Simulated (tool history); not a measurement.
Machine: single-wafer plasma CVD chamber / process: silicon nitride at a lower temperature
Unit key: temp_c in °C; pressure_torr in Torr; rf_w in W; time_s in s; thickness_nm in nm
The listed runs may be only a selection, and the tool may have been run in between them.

run  hour  temp_c  pressure_torr  rf_w  time_s  thickness_nm
  1   0.0     330           1.41   235    15.8        14.562
  2   0.6     335           1.41   235    15.8        14.511
  3   4.4     335           1.46   240    15.8        14.933
  4   8.5     335           1.46   240    15.0        14.254
  5  11.9     335           1.46   220    15.0        12.985
  6  12.7     335           1.46   220    15.8        13.657

Run 7, settings as shown, results not yet in. Your forecast:
  7  18.7     334           1.74   260    15.8             ?

{"run 7": {"thickness_nm": 16.921}}

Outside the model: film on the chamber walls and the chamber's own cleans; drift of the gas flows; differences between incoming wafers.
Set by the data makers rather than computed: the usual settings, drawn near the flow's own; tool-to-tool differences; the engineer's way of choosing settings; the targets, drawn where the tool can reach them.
